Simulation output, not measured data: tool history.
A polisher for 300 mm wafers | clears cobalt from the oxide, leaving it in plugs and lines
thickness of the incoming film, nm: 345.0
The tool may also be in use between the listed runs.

| run | hour | flow of slurry (ml/min) | pressure of the wafer on the pad (psi) | speed of the pad under the wafer (cm/s) | overpolish time after the end point (s) | time until the end point was called (s) | dishing of a wide line in a test structure (nm) |
|---|---|---|---|---|---|---|---|
| 1 | 0 | 200 | 1.9 | 84 | 10 | 92.023 | 20.909 |
| 2 | 3.3 | 200 | 1.9 | 66 | 10 | 116.98 | 18.602 |
| 3 | 7.5 | 220 | 1.9 | 66 | 10 | 114.82 | 18.583 |
| 4 | 10.8 | 220 | 1.9 | 66 | 8 | 112.95 | 16.061 |
| 5 | 13.5 | 220 | 2.2 | 70 | 9 | 97.392 | 19.373 |
| 6 | 17.9 | 220 | 2.4 | 76 | 10 | 79.791 | 22.413 |
| 7 | 18.9 | 220 | 2.6 | 78 | 11 | 75.27 | 24.071 |
| 8 | 24.9 | 220 | 2.7 | 80 | 12 | 70.749 | 25.706 |
| 9 | 29.4 | 220 | 2.8 | 82 | 13 | 69.868 | 27.298 |
| 10 | 35.5 | 220 | 2.9 | 84 | 13 | 65.216 | 28.228 |

Forecast run 11:
| 11 | 38.5 | 220 | 2.9 | 84 | 13 | ? | ? |

Run 11 gave time until the end point was called (s) 63.345, dishing of a wide line in a test structure (nm) 28.449.
